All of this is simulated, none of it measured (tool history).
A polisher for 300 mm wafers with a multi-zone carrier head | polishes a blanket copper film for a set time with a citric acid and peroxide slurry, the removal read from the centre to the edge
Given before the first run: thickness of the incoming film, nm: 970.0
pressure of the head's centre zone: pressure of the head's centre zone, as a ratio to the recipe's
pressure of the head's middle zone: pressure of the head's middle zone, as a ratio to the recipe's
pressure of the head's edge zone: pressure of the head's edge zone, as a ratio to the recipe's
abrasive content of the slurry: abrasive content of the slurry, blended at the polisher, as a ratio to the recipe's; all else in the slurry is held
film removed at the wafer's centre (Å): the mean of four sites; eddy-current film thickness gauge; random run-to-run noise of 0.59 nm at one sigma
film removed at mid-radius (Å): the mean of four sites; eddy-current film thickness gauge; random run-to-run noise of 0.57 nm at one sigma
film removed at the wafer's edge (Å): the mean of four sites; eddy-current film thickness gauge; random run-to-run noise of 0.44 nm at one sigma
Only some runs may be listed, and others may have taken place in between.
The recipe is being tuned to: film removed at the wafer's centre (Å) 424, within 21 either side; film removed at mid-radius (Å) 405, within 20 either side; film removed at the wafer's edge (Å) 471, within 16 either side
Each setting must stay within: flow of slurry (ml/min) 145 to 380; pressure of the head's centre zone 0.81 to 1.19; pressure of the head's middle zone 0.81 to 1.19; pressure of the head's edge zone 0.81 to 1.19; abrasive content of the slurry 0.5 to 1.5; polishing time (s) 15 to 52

run	day	flow of slurry (ml/min)	pressure of the head's centre zone	pressure of the head's middle zone	pressure of the head's edge zone	abrasive content of the slurry	polishing time (s)	film removed at the wafer's centre (Å)	film removed at mid-radius (Å)	film removed at the wafer's edge (Å)
1	0	245	1	1	1	1	33	792.9	793.97	800.22
2	0.304	245	1	1	1	0.9	33	796.4	781.73	795.45
3	0.425	245	0.96	1	1	0.9	33	744.12	772.21	800.93
4	0.471	240	0.95	0.98	0.99	0.85	31	685.34	724.45	734.39
5	0.812	240	0.95	1.01	0.99	0.85	31	681.84	745.54	724.72
6	0.967	240	1	1.01	0.99	0.85	31	720.79	754.1	728.49
7	1.3	240	0.99	0.98	1	0.85	29	652.38	676.68	688.38
8	1.588	240	1	0.96	1	0.8	27	617.25	597.02	635.87

Below are 4 possible settings for the next run. Only one of them brings all results inside the allowed miss of their targets. Which is it?
A	1.875	310	0.95	1.01	1.02	1	18	?	?	?
B	1.875	235	0.93	0.85	1.07	0.8	20	?	?	?
C	1.875	245	0.88	1.07	1.05	1	17	?	?	?
D	1.875	255	0.98	1.03	0.95	0.65	19	?	?	?

move	film removed at the wafer's centre (Å)	film removed at mid-radius (Å)	film removed at the wafer's edge (Å)
A	432.13	454.84	452.85
B	432.18	404.43	478.12
C	366.93	439.43	423.37
D	420.31	436.88	418.99
A: takes the biggest miss from the last run beyond its target
B: meets every target
C: takes the biggest miss from the last run beyond its target
D: takes the biggest miss from the last run beyond its target
Correct choice: B, which meets every target

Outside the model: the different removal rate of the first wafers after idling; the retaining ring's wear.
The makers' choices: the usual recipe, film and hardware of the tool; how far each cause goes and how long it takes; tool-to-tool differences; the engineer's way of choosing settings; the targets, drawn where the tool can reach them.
